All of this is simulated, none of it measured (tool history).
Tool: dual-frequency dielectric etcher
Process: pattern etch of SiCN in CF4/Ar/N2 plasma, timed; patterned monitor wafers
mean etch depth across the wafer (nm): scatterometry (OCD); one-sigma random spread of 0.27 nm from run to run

run	hour	source power (kW)	bias power (kW)	Ar flow (sccm)	CF4 flow (sccm)	etch time (s)	mean etch depth across the wafer (nm)
1	0	0.41	0.076	86	72	64	57.5
2	5.2	0.42	0.076	86	72	64	58.262
3	10.7	0.42	0.076	86	62	64	56.546
4	16.4	0.42	0.076	86	50	64	53.723
5	23.4	0.42	0.076	86	43	64	51.061
6	26.2	0.44	0.077	86	43	64	53.524
7	32.6	0.52	0.08	85	44	64	62.333

Run 8 comes next. What will it give?
8	38.9	0.53	0.08	85	44	64	?

mean etch depth across the wafer (nm): 62.916

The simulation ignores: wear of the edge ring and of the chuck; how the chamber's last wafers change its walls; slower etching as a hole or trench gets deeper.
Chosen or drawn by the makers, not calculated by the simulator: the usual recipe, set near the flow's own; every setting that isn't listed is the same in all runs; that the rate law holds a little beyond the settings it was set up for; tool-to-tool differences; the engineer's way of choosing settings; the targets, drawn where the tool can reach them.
